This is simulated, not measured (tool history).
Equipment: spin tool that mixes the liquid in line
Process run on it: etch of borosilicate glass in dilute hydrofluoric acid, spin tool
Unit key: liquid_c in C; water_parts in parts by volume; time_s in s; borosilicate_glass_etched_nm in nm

{"run": 1, "day": 0.0, "liquid_c": 23, "water_parts": 155, "time_s": 110, "borosilicate_glass_etched_nm": 17.154}
{"run": 2, "day": 0.175, "liquid_c": 23, "water_parts": 120, "time_s": 110, "borosilicate_glass_etched_nm": 22.728}
{"run": 3, "day": 0.508, "liquid_c": 23, "water_parts": 120, "time_s": 115, "borosilicate_glass_etched_nm": 24.333}
{"run": 4, "day": 0.812, "liquid_c": 21, "water_parts": 120, "time_s": 115, "borosilicate_glass_etched_nm": 22.008}
{"run": 5, "day": 0.938, "liquid_c": 20, "water_parts": 155, "time_s": 115, "borosilicate_glass_etched_nm": 15.98}
{"run": 6, "day": 1.254, "liquid_c": 19, "water_parts": 180, "time_s": 115, "borosilicate_glass_etched_nm": 12.689}
{"run": 7, "day": 1.417, "liquid_c": 18.5, "water_parts": 200, "time_s": 115, "borosilicate_glass_etched_nm": 10.984}
{"run": 8, "day": 1.688, "liquid_c": 18, "water_parts": 215, "time_s": 115, "borosilicate_glass_etched_nm": 9.9428}
{"run": 9, "day": 2.042, "liquid_c": 17.5, "water_parts": 225, "time_s": 115, "borosilicate_glass_etched_nm": 9.259}
{"run": 10, "day": 2.117, "liquid_c": 17.5, "water_parts": 235, "time_s": 115, "borosilicate_glass_etched_nm": 8.8186}
{"run": 11, "day": 2.192, "liquid_c": 17.5, "water_parts": 245, "time_s": 115, "borosilicate_glass_etched_nm": 8.1357}

What will run 12 give?
{"run": 12, "day": 2.338, "liquid_c": 17, "water_parts": 255, "time_s": 115, "borosilicate_glass_etched_nm": "?"}

Logged for run 12: borosilicate_glass_etched_nm 7.7661 nm.

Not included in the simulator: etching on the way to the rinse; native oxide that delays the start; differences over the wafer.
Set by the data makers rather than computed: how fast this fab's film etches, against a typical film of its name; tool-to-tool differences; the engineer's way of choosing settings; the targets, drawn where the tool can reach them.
